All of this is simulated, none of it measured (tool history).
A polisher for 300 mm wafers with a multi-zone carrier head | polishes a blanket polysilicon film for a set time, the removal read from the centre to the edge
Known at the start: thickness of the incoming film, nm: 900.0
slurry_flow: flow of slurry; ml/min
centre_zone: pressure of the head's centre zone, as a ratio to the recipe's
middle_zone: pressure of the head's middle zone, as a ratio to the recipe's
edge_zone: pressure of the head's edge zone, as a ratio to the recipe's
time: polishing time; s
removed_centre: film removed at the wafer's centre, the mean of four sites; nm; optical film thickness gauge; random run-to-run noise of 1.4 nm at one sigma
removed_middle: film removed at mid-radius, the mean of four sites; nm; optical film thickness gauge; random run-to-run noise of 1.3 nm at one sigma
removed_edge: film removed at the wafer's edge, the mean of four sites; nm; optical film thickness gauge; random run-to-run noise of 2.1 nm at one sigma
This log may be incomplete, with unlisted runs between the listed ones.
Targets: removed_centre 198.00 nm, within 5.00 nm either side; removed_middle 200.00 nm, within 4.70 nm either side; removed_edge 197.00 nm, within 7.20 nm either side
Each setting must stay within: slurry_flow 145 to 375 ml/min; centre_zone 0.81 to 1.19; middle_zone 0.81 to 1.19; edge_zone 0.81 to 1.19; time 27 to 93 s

{"run": 1, "day": 0.0, "slurry_flow": 240, "centre_zone": 1.0, "middle_zone": 1.0, "edge_zone": 1.0, "time": 59, "removed_centre": 344.67, "removed_middle": 351.34, "removed_edge": 350.01}
{"run": 2, "day": 0.367, "slurry_flow": 240, "centre_zone": 1.0, "middle_zone": 1.07, "edge_zone": 1.0, "time": 59, "removed_centre": 348.63, "removed_middle": 373.99, "removed_edge": 341.79}
{"run": 3, "day": 0.45, "slurry_flow": 240, "centre_zone": 0.96, "middle_zone": 1.07, "edge_zone": 1.0, "time": 59, "removed_centre": 328.4, "removed_middle": 369.89, "removed_edge": 347.98}
{"run": 4, "day": 0.825, "slurry_flow": 235, "centre_zone": 0.96, "middle_zone": 1.04, "edge_zone": 0.96, "time": 50, "removed_centre": 281.97, "removed_middle": 305.88, "removed_edge": 291.04}
{"run": 5, "day": 1.162, "slurry_flow": 285, "centre_zone": 0.96, "middle_zone": 1.04, "edge_zone": 0.96, "time": 50, "removed_centre": 284.9, "removed_middle": 310.97, "removed_edge": 295.86}
{"run": 6, "day": 1.496, "slurry_flow": 285, "centre_zone": 0.96, "middle_zone": 1.01, "edge_zone": 0.96, "time": 50, "removed_centre": 286.77, "removed_middle": 307.05, "removed_edge": 296.48}
{"run": 7, "day": 1.633, "slurry_flow": 275, "centre_zone": 0.96, "middle_zone": 0.99, "edge_zone": 0.92, "time": 44, "removed_centre": 250.87, "removed_middle": 265.96, "removed_edge": 255.99}
{"run": 8, "day": 1.788, "slurry_flow": 220, "centre_zone": 0.95, "middle_zone": 0.89, "edge_zone": 0.82, "time": 34, "removed_centre": 185.08, "removed_middle": 181.78, "removed_edge": 184.59}

Of the 4 settings listed for the next run, only one would bring every result within its allowed miss of target. Which one?
{"run": "A", "day": 1.942, "slurry_flow": 240, "centre_zone": 1.0, "middle_zone": 0.84, "edge_zone": 0.87, "time": 32, "removed_centre": "?", "removed_middle": "?", "removed_edge": "?"}
{"run": "B", "day": 1.942, "slurry_flow": 210, "centre_zone": 0.94, "middle_zone": 0.91, "edge_zone": 0.81, "time": 37, "removed_centre": "?", "removed_middle": "?", "removed_edge": "?"}
{"run": "C", "day": 1.942, "slurry_flow": 230, "centre_zone": 1.04, "middle_zone": 0.94, "edge_zone": 0.81, "time": 33, "removed_centre": "?", "removed_middle": "?", "removed_edge": "?"}
{"run": "D", "day": 1.942, "slurry_flow": 225, "centre_zone": 0.89, "middle_zone": 0.96, "edge_zone": 0.83, "time": 37, "removed_centre": "?", "removed_middle": "?", "removed_edge": "?"}

move=A removed_centre=190.10 removed_middle=166.15 removed_edge=178.92
move=B removed_centre=202.25 removed_middle=201.43 removed_edge=197.89
move=C removed_centre=202.78 removed_middle=186.96 removed_edge=178.19
move=D removed_centre=193.68 removed_middle=212.85 removed_edge=201.24
A: the biggest miss grows against the last run
B: every result lands within tolerance
C: closer than the last run, but not yet in spec
D: moves the result that the last run missed by most past its target, out the other side
So the answer is move B, the one that meets all the targets.
